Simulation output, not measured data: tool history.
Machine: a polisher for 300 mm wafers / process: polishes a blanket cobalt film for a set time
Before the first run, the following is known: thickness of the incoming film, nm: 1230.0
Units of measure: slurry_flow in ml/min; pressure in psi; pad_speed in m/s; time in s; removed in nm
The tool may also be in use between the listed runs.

{"run": 1, "hour": 0.0, "slurry_flow": 255, "pressure": 1.9, "pad_speed": 1.06, "time": 107, "removed": 392.87}
{"run": 2, "hour": 0.6, "slurry_flow": 255, "pressure": 1.5, "pad_speed": 1.06, "time": 107, "removed": 341.62}
{"run": 3, "hour": 6.3, "slurry_flow": 215, "pressure": 1.5, "pad_speed": 1.06, "time": 107, "removed": 330.65}
{"run": 4, "hour": 8.6, "slurry_flow": 215, "pressure": 1.4, "pad_speed": 1.06, "time": 107, "removed": 332.2}
{"run": 5, "hour": 16.4, "slurry_flow": 255, "pressure": 1.4, "pad_speed": 1.06, "time": 107, "removed": 326.25}
{"run": 6, "hour": 21.7, "slurry_flow": 310, "pressure": 1.4, "pad_speed": 1.06, "time": 107, "removed": 347.0}

Predict the results of run 7:
{"hour": 24.6, "done": "worn pad replaced by a new one"}
{"run": 7, "hour": 24.6, "slurry_flow": 305, "pressure": 1.3, "pad_speed": 1.06, "time": 107, "removed": "?"}

Run 7 came out at removed 356.96 nm.
